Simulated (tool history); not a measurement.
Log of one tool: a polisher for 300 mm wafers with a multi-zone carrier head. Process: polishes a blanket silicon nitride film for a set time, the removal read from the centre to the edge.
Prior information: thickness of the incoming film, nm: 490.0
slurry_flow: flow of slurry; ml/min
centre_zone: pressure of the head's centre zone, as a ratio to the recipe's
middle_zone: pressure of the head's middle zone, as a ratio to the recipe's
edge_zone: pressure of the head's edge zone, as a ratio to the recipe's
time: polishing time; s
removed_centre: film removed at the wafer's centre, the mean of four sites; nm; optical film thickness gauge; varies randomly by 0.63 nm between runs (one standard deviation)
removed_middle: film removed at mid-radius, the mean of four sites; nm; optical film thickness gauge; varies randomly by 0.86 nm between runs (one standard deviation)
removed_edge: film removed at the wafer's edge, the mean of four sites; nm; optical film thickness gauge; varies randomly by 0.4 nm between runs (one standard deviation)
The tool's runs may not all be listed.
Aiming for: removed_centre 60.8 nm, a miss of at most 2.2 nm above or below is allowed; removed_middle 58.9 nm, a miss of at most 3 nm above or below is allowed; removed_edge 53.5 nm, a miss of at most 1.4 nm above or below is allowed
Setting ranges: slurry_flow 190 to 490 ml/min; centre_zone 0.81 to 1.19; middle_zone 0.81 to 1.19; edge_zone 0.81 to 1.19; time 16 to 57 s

run    day  slurry_flow  centre_zone  middle_zone  edge_zone  time  removed_centre  removed_middle  removed_edge
  1      0          315            1            1          1    36          76.983          79.396        76.976
  2  0.192          315         1.02            1       0.96    33           71.94          72.532        68.789
  3  0.396          315         1.02            1       1.04    33          70.894          71.286        71.907
  4  0.429          350         1.02            1       1.04    33          71.264          72.544         71.86
  5  0.529          300         1.02            1       1.04    33          72.239          71.501        70.883
  6  0.771          300         1.02            1       0.97    33           70.21          71.287        68.992
  7  1.146          300         1.05         1.01       0.93    31          67.757          67.716        62.794
  8  1.325          295         1.05            1        0.9    30          66.615          64.222        60.167
  9  1.675          290         1.05            1       0.88    29          65.031          63.226        56.966
 10  2.029          285         1.04         0.99       0.87    29          63.471          62.952        57.199
 11  2.229          280         1.04         0.98       0.85    29          62.509          61.262        56.623
 12  2.512          275         1.04         0.98       0.84    29          64.066          62.055        56.179
 13  2.692          275         1.03         0.97       0.83    29          61.597          60.283         56.13

Pick the move, out of 5, that brings all results within their allowed miss; only one does.
  A  2.871          240         1.08         1.03       0.81    27               ?               ?             ?
  B  2.871          190         1.01         0.89       0.92    31               ?               ?             ?
  C  2.871          255         0.99         0.94       0.85    30               ?               ?             ?
  D  2.871          325         1.05            1       0.85    27               ?               ?             ?
  E  2.871          275         0.99         1.18       0.81    27               ?               ?             ?

move  removed_centre  removed_middle  removed_edge
   A          61.229          58.959        50.583
   B          63.888          59.479        60.476
   C          62.691          61.688        57.723
   D          61.293          59.263        52.752
   E          56.937          66.127        50.985
A: takes the biggest miss from the last run beyond its target
B: lands further from the targets than the last run did
C: lands further from the targets than the last run did
D: meets every target
E: takes the biggest miss from the last run beyond its target
Move D is the one to make.
